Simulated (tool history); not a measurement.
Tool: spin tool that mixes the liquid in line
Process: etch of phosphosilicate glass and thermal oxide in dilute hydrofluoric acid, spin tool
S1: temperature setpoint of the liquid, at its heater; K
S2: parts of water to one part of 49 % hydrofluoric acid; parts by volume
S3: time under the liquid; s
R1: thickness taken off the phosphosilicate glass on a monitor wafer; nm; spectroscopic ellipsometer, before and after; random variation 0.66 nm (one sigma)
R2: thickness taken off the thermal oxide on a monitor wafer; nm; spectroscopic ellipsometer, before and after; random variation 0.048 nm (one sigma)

run	hour	S1	S2	S3	R1	R2
1	0.0	298.15	55	30	58.016	2.7101
2	6.7	298.15	55	20	38.424	1.8138
3	14.4	298.15	35	20	61.593	2.9375
4	20.1	298.15	35	30	94.717	4.3565
5	28.1	297.65	35	30	90.784	4.3635
6	30.8	300.15	35	30	100.390	4.8572
7	39.8	299.15	35	30	97.683	4.6744
# hour 48.6: hydrofluoric acid flow meter replaced
8	48.6	298.65	35	30	102.600	5.0331
9	54.5	297.15	35	30	97.907	4.6256
10	61.9	297.65	40	30	87.261	4.1325

The next listed run, before its measurement:
11	65.0	298.15	45	30	?	?

R1: 79.290 nm
R2: 3.7686 nm

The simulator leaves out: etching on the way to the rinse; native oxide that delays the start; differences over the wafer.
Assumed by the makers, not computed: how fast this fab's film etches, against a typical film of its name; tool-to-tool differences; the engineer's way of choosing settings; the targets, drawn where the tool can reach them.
